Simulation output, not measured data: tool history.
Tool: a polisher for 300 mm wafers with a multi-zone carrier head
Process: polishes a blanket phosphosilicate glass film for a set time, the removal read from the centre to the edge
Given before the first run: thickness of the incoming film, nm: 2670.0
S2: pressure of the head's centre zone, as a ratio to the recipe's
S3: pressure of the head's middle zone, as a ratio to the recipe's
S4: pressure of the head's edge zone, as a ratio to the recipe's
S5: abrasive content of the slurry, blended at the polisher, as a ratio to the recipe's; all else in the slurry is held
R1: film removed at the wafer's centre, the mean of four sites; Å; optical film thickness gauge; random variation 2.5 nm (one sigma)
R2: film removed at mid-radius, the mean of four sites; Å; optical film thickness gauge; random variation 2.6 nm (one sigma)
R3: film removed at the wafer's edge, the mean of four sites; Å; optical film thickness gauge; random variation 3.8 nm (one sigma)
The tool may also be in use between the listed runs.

run 1 hour=0.0 | flow_of_slurry_(ml/min)=190 S2=1.00 S3=1.00 S4=1.00 S5=1.00 polishing_time_(s)=35 | R1=2808.2 R2=2914.2 R3=2879.9
run 2 hour=2.1 | flow_of_slurry_(ml/min)=200 S2=1.03 S3=1.00 S4=1.05 S5=1.05 polishing_time_(s)=35 | R1=2910.2 R2=3004.1 R3=2968.3
run 3 hour=10.8 | flow_of_slurry_(ml/min)=200 S2=1.05 S3=0.97 S4=1.07 S5=1.15 polishing_time_(s)=35 | R1=3100.2 R2=3024.5 R3=3076.1
run 4 hour=18.7 | flow_of_slurry_(ml/min)=235 S2=1.05 S3=0.97 S4=1.07 S5=1.15 polishing_time_(s)=35 | R1=3127.4 R2=3066.8 R3=3174.8
run 5 hour=26.4 | flow_of_slurry_(ml/min)=235 S2=0.98 S3=0.97 S4=1.07 S5=1.15 polishing_time_(s)=35 | R1=2932.9 R2=3097.4 R3=3151.8
run 6 hour=35.3 | flow_of_slurry_(ml/min)=235 S2=0.92 S3=0.97 S4=1.07 S5=1.15 polishing_time_(s)=35 | R1=2761.7 R2=3074.6 R3=3204.3
run 7 hour=39.7 | flow_of_slurry_(ml/min)=240 S2=0.97 S3=0.95 S4=1.09 S5=1.25 polishing_time_(s)=35 | R1=3031.5 R2=3167.4 R3=3287.4

The next listed run, before its measurement:
run 8 hour=46.4 | flow_of_slurry_(ml/min)=250 S2=1.00 S3=0.94 S4=1.11 S5=1.30 polishing_time_(s)=35 | R1=? R2=? R3=?

R1: 3196.7 Å
R2: 3199.6 Å
R3: 3412.6 Å
